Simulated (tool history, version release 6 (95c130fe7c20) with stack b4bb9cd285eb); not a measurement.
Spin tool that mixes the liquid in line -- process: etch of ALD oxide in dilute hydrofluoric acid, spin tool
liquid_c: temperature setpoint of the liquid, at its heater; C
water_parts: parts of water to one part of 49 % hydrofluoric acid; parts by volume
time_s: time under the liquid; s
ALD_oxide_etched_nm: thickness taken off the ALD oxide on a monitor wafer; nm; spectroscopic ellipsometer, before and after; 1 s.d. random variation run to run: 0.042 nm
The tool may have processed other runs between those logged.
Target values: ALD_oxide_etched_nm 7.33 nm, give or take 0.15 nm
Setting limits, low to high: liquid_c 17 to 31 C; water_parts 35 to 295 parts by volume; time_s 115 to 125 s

{"run": 1, "day": 0.0, "liquid_c": 23, "water_parts": 165, "time_s": 115, "ALD_oxide_etched_nm": 15.945}
{"run": 2, "day": 0.217, "liquid_c": 23, "water_parts": 145, "time_s": 115, "ALD_oxide_etched_nm": 18.369}
{"run": 3, "day": 0.538, "liquid_c": 23, "water_parts": 115, "time_s": 115, "ALD_oxide_etched_nm": 24.475}
{"run": 4, "day": 0.892, "liquid_c": 26, "water_parts": 115, "time_s": 115, "ALD_oxide_etched_nm": 27.338}
{"run": 5, "day": 1.129, "liquid_c": 25, "water_parts": 130, "time_s": 115, "ALD_oxide_etched_nm": 22.602}
{"run": 6, "day": 1.492, "liquid_c": 24, "water_parts": 145, "time_s": 115, "ALD_oxide_etched_nm": 19.495}
{"run": 7, "day": 1.6, "liquid_c": 23, "water_parts": 155, "time_s": 115, "ALD_oxide_etched_nm": 17.268}
{"run": 8, "day": 1.962, "liquid_c": 19, "water_parts": 220, "time_s": 115, "ALD_oxide_etched_nm": 9.7483}
{"run": 9, "day": 2.2, "liquid_c": 18.5, "water_parts": 225, "time_s": 115, "ALD_oxide_etched_nm": 9.2577}
{"run": 10, "day": 2.371, "liquid_c": 18.5, "water_parts": 230, "time_s": 115, "ALD_oxide_etched_nm": 9.0028}
{"run": 11, "day": 2.542, "liquid_c": 18.5, "water_parts": 235, "time_s": 115, "ALD_oxide_etched_nm": 8.7446}
{"run": 12, "day": 2.633, "liquid_c": 18.5, "water_parts": 240, "time_s": 115, "ALD_oxide_etched_nm": 8.7141}
{"run": 13, "day": 2.983, "liquid_c": 18.5, "water_parts": 245, "time_s": 115, "ALD_oxide_etched_nm": 8.3917}
{"run": 14, "day": 3.258, "liquid_c": 17.5, "water_parts": 250, "time_s": 115, "ALD_oxide_etched_nm": 7.9646}
{"run": 15, "day": 3.562, "liquid_c": 17, "water_parts": 255, "time_s": 115, "ALD_oxide_etched_nm": 7.5553}

4 candidate next runs follow, results not yet known. Just one meets every target within its allowed miss. Identify it.
{"run": "A", "day": 3.867, "liquid_c": 18, "water_parts": 280, "time_s": 115, "ALD_oxide_etched_nm": "?"}
{"run": "B", "day": 3.867, "liquid_c": 18, "water_parts": 260, "time_s": 115, "ALD_oxide_etched_nm": "?"}
{"run": "C", "day": 3.867, "liquid_c": 17, "water_parts": 270, "time_s": 115, "ALD_oxide_etched_nm": "?"}
{"run": "D", "day": 3.867, "liquid_c": 17, "water_parts": 280, "time_s": 125, "ALD_oxide_etched_nm": "?"}

move=A ALD_oxide_etched_nm=6.9741
move=B ALD_oxide_etched_nm=7.6434
move=C ALD_oxide_etched_nm=7.0222
move=D ALD_oxide_etched_nm=7.2977
A: takes the biggest miss from the last run beyond its target
B: the biggest miss grows against the last run
C: takes the biggest miss from the last run beyond its target
D: every result within its allowed miss
D meets every target.
